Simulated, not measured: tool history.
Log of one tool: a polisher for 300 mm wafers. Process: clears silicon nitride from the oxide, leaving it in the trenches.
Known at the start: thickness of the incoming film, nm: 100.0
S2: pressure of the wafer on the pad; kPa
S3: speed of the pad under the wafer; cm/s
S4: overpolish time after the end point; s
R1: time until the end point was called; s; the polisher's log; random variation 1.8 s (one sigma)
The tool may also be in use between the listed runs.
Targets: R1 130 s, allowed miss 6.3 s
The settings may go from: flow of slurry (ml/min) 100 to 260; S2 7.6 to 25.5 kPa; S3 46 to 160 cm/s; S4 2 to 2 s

run 1 hour=0 | flow_of_slurry_(ml/min)=165 S2=16.5 S3=102 S4=2 | R1=101.06
run 2 hour=4.2 | flow_of_slurry_(ml/min)=165 S2=16.5 S3=102 S4=2 | R1=99.616
run 3 hour=5.3 | flow_of_slurry_(ml/min)=165 S2=16.5 S3=102 S4=2 | R1=99.875
run 4 hour=7.9 | flow_of_slurry_(ml/min)=165 S2=15.9 S3=102 S4=2 | R1=103.7
run 5 hour=9 | flow_of_slurry_(ml/min)=165 S2=15.2 S3=102 S4=2 | R1=111.65
run 6 hour=14.1 | flow_of_slurry_(ml/min)=165 S2=18.6 S3=102 S4=2 | R1=89.761
run 7 hour=19.3 | flow_of_slurry_(ml/min)=165 S2=17.2 S3=102 S4=2 | R1=98.949
run 8 hour=21.8 | flow_of_slurry_(ml/min)=165 S2=15.9 S3=102 S4=2 | R1=104.96
run 9 hour=26.1 | flow_of_slurry_(ml/min)=165 S2=15.2 S3=102 S4=2 | R1=109.37
run 10 hour=27.7 | flow_of_slurry_(ml/min)=165 S2=14.5 S3=102 S4=2 | R1=115.35
run 11 hour=30.8 | flow_of_slurry_(ml/min)=165 S2=13.8 S3=102 S4=2 | R1=120.43

Which of these 5 next moves meets every target?
run A hour=33.9 | flow_of_slurry_(ml/min)=165 S2=12.4 S3=114 S4=2 | R1=?
run B hour=33.9 | flow_of_slurry_(ml/min)=110 S2=11.7 S3=120 S4=2 | R1=?
run C hour=33.9 | flow_of_slurry_(ml/min)=185 S2=13.8 S3=108 S4=2 | R1=?
run D hour=33.9 | flow_of_slurry_(ml/min)=175 S2=12.4 S3=94 S4=2 | R1=?
run E hour=33.9 | flow_of_slurry_(ml/min)=165 S2=13.1 S3=114 S4=2 | R1=?

move=A R1=119.55
move=B R1=129.4
move=C R1=111.97
move=D R1=142.9
move=E R1=113.49
A: further off than the last run
B: meets every target
C: further off than the last run
D: takes the result that was furthest off past its target
E: further off than the last run
Move B is the one to make.
